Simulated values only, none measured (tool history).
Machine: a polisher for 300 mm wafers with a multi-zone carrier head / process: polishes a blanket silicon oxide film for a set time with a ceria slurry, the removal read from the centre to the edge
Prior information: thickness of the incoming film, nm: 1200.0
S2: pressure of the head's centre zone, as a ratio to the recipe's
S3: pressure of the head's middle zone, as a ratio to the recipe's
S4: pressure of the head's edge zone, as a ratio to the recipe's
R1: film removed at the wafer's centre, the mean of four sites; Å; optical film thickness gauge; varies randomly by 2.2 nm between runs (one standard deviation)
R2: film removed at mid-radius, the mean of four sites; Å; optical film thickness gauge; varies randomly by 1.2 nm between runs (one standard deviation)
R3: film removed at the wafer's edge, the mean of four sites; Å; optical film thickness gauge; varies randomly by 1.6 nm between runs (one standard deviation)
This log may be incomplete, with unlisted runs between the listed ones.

run 1 hour=0.0 | flow_of_slurry_(ml/min)=300 S2=1.00 S3=1.00 S4=1.00 polishing_time_(s)=44 | R1=2256.7 R2=2220.9 R3=2258.0
run 2 hour=7.2 | flow_of_slurry_(ml/min)=300 S2=1.00 S3=1.00 S4=1.07 polishing_time_(s)=44 | R1=2226.3 R2=2233.3 R3=2337.4
run 3 hour=10.9 | flow_of_slurry_(ml/min)=295 S2=0.98 S3=1.00 S4=1.06 polishing_time_(s)=43 | R1=2144.1 R2=2164.5 R3=2293.1
run 4 hour=12.5 | flow_of_slurry_(ml/min)=295 S2=0.96 S3=1.00 S4=1.05 polishing_time_(s)=42 | R1=2010.4 R2=2110.7 R3=2203.5
run 5 hour=16.9 | flow_of_slurry_(ml/min)=295 S2=1.00 S3=1.00 S4=1.05 polishing_time_(s)=42 | R1=2126.7 R2=2142.5 R3=2196.4
run 6 hour=23.9 | flow_of_slurry_(ml/min)=295 S2=1.00 S3=1.06 S4=1.05 polishing_time_(s)=42 | R1=2141.8 R2=2230.8 R3=2193.8

Run 7 is up next; what results do you expect?
run 7 hour=27.0 | flow_of_slurry_(ml/min)=290 S2=0.98 S3=1.05 S4=1.04 polishing_time_(s)=42 | R1=? R2=? R3=?

For run 7 the tool returned R1 2067.3 Å, R2 2209.7 Å, R3 2196.6 Å.
